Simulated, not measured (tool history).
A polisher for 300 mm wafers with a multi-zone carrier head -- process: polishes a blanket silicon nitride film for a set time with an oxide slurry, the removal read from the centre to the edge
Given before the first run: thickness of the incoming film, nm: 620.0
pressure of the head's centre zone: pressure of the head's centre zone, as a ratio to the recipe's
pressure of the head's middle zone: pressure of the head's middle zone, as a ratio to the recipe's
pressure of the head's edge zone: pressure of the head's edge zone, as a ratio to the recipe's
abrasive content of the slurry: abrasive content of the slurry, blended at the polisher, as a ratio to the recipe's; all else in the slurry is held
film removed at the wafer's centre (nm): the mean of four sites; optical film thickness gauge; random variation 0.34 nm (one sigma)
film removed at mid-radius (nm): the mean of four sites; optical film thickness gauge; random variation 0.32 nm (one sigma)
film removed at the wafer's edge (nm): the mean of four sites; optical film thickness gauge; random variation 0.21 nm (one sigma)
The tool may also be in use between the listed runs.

run  hour  flow of slurry (ml/min)  pressure of the head's centre zone  pressure of the head's middle zone  pressure of the head's edge zone  abrasive content of the slurry  polishing time (s)  film removed at the wafer's centre (nm)  film removed at mid-radius (nm)  film removed at the wafer's edge (nm)
  1   0.0                      135                                1.00                                1.00                              1.00                            1.00                  71                                   37.324                           35.807                                 37.345
  2   5.9                      135                                1.00                                1.07                              1.00                            1.00                  71                                   37.209                           38.254                                 37.257
  3  14.1                      125                                1.01                                1.04                              0.96                            1.00                  71                                   35.982                           36.179                                 35.700
  4  22.3                      115                                1.04                                1.02                              0.94                            1.00                  71                                   36.289                           34.258                                 34.640
  5  29.9                      110                                1.05                                1.02                              0.92                            1.00                  71                                   35.170                           34.441                                 33.725
     38.8  -- slurry nozzle cleaned
  6  38.8                      110                                1.05                                1.02                              0.92                            1.00                  88                                   50.408                           47.432                                 45.470

Run 7, settings as shown, results not yet in. Your forecast:
  7  39.8                      105                                1.05                                1.00                              0.90                            0.85                  87                                        ?                                ?                                      ?

{"run 7": {"film removed at the wafer's centre (nm)": 43.331, "film removed at mid-radius (nm)": 40.214, "film removed at the wafer's edge (nm)": 38.892}}

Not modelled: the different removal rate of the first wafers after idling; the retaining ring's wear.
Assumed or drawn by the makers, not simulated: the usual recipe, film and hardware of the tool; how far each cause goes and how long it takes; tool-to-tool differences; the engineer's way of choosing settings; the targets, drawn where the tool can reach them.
